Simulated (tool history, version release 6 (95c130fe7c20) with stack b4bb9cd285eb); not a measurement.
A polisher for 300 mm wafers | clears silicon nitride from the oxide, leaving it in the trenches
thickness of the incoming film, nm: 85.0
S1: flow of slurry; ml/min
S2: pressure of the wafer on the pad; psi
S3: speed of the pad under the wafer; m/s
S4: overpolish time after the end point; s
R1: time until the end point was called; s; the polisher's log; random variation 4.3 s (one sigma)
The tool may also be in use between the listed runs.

run 1 hour=0.0 | S1=170 S2=1.8 S3=1.28 S4=6 | R1=104.510
run 2 hour=2.5 | S1=170 S2=2.2 S3=1.28 S4=6 | R1=90.066
run 3 hour=7.6 | S1=170 S2=2.2 S3=1.12 S4=6 | R1=98.651
run 4 hour=12.0 | S1=170 S2=2.0 S3=1.12 S4=6 | R1=111.220
run 5 hour=15.7 | S1=170 S2=2.0 S3=1.38 S4=6 | R1=93.425
run 6 hour=23.8 | S1=165 S2=1.7 S3=1.20 S4=6 | R1=116.390
run 7 hour=30.8 | S1=160 S2=1.5 S3=1.06 S4=6 | R1=149.320

Forecast run 8:
run 8 hour=34.7 | S1=160 S2=1.3 S3=1.02 S4=6 | R1=?

{"run 8": {"R1": 179.0}}

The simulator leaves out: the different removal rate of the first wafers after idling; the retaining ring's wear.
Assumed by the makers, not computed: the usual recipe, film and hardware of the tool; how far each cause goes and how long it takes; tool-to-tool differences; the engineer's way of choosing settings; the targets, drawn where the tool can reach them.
